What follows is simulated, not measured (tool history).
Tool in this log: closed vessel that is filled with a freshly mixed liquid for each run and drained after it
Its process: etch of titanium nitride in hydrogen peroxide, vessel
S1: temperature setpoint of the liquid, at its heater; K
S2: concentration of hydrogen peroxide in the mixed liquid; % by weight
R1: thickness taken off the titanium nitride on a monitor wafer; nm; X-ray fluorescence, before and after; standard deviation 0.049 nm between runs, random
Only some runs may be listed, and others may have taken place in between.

Run 1, hour 0: S1 319.15 K, S2 19.5 % by weight, time in the liquid (s) 845. Result: R1 16.146 nm.
Run 2, hour 4.6: S1 319.15 K, S2 16 % by weight, time in the liquid (s) 845. Result: R1 15.488 nm.
Run 3, hour 6.9: S1 319.15 K, S2 17.5 % by weight, time in the liquid (s) 845. Result: R1 15.773 nm.
Run 4, hour 12.7: S1 319.15 K, S2 16 % by weight, time in the liquid (s) 845. Result: R1 15.51 nm.
Run 5, hour 18.2: S1 318.65 K, S2 16 % by weight, time in the liquid (s) 845. Result: R1 14.924 nm.
Run 6, hour 21: S1 311.65 K, S2 16 % by weight, time in the liquid (s) 845. Result: R1 8.771 nm.
Run 7, hour 27.7: S1 313.15 K, S2 16 % by weight, time in the liquid (s) 845. Result: R1 9.8197 nm.

What will run 8 give?
Run 8, hour 34.1: S1 314.15 K, S2 16 % by weight, time in the liquid (s) 845. Result: R1 ?.

Run 8 measured R1 10.605 nm.
